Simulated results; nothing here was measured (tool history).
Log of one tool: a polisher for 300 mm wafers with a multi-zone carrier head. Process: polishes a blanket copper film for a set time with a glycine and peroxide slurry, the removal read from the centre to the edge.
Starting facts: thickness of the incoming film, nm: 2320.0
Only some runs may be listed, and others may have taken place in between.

run,hour,flow of slurry (ml/min),pressure of the head's centre zone,pressure of the head's middle zone,pressure of the head's edge zone,polishing time (s),film removed at the wafer's centre (angstrom),film removed at mid-radius (angstrom),film removed at the wafer's edge (angstrom)
1,0,295,1,1,1,77,4657.2,4699.5,4510.9
2,2.5,285,0.96,0.95,1.02,66,3896.1,3831.4,4021.4
3,11.1,275,0.93,0.93,1.01,58,3177.8,3283.6,3441.5
4,12,265,0.92,0.9,1.01,54,2999.7,2966.7,3190.4
5,18.6,265,0.92,0.9,1.01,36,1947.5,1990.4,2143.8
6,21.9,270,0.92,0.89,1.04,38,2070.1,2118.7,2315.9
7,28.1,275,0.92,0.88,1.07,39,2128.5,2116.2,2387.3
8,30.8,275,0.91,0.88,1.09,40,2191.6,2155.4,2431.6

Predict the results of run 9:
9,32.2,280,0.89,0.87,1.11,41,?,?,?

For run 9 the tool returned film removed at the wafer's centre (angstrom) 2216.8, film removed at mid-radius (angstrom) 2187, film removed at the wafer's edge (angstrom) 2512.7.
